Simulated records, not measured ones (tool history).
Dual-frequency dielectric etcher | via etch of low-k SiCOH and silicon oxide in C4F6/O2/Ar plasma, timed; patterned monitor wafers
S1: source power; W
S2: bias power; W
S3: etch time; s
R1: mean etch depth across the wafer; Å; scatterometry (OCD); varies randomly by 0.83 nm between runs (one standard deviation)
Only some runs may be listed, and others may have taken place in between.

| run | hour | S1 | S2 | S3 | R1 |
|---|---|---|---|---|---|
| 1 | 0 | 290 | 251 | 41.5 | 1215.4 |
| 2 | 6.6 | 290 | 251 | 41.5 | 1222.9 |
| 3 | 10 | 310 | 260 | 41.5 | 1273.3 |
| 4 | 18.8 | 310 | 260 | 41.5 | 1273.7 |
| 5 | 23.9 | 290 | 260 | 41.5 | 1243.9 |
| 6 | 24.7 | 290 | 260 | 38 | 1135.7 |
| 7 | 29.7 | 310 | 273 | 38.5 | 1210.6 |
| 8 | 33 | 330 | 285 | 39 | 1267.3 |
| 9 | 41 | 390 | 335 | 40.5 | 1535.7 |

What will run 10 give?
| 10 | 41.8 | 380 | 333 | 40.5 | ? |

Run 10 came out at R1 1517.4 Å.
